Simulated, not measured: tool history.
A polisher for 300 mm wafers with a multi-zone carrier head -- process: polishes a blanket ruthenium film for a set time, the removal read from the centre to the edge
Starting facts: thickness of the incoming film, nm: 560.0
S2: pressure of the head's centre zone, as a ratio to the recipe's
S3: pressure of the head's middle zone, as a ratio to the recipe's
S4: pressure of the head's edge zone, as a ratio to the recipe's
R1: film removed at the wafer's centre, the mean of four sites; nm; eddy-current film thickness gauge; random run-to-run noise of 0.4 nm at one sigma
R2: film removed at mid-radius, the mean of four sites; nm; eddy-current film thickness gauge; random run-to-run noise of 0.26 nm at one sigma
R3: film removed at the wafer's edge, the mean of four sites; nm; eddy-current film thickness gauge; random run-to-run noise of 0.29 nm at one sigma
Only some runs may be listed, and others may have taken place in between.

{"run": 1, "day": 0.0, "flow of slurry (ml/min)": 195, "S2": 1, "S3": 1, "S4": 1, "polishing time (s)": 31, "R1": 35.785, "R2": 35.664, "R3": 35.369}
{"run": 2, "day": 0.238, "flow of slurry (ml/min)": 195, "S2": 1, "S3": 1.09, "S4": 1, "polishing time (s)": 31, "R1": 36.994, "R2": 39.38, "R3": 35.71}
{"run": 3, "day": 0.325, "flow of slurry (ml/min)": 195, "S2": 1.02, "S3": 1.05, "S4": 0.97, "polishing time (s)": 29, "R1": 34.427, "R2": 34.624, "R3": 32.971}
{"run": 4, "day": 0.533, "flow of slurry (ml/min)": 195, "S2": 1.02, "S3": 1.02, "S4": 0.97, "polishing time (s)": 29, "R1": 34.738, "R2": 34.348, "R3": 32.777}
{"run": 5, "day": 0.808, "flow of slurry (ml/min)": 195, "S2": 1.02, "S3": 1.02, "S4": 0.97, "polishing time (s)": 24, "R1": 29.04, "R2": 28.549, "R3": 26.766}
{"run": 6, "day": 1.062, "flow of slurry (ml/min)": 195, "S2": 0.96, "S3": 1.02, "S4": 0.97, "polishing time (s)": 24, "R1": 27.203, "R2": 28.504, "R3": 27.297}

Run 7 is up next; what results do you expect?
{"run": 7, "day": 1.108, "flow of slurry (ml/min)": 190, "S2": 0.99, "S3": 0.99, "S4": 0.95, "polishing time (s)": 24, "R1": "?", "R2": "?", "R3": "?"}

R1: 27.541 nm
R2: 27.654 nm
R3: 27.185 nm
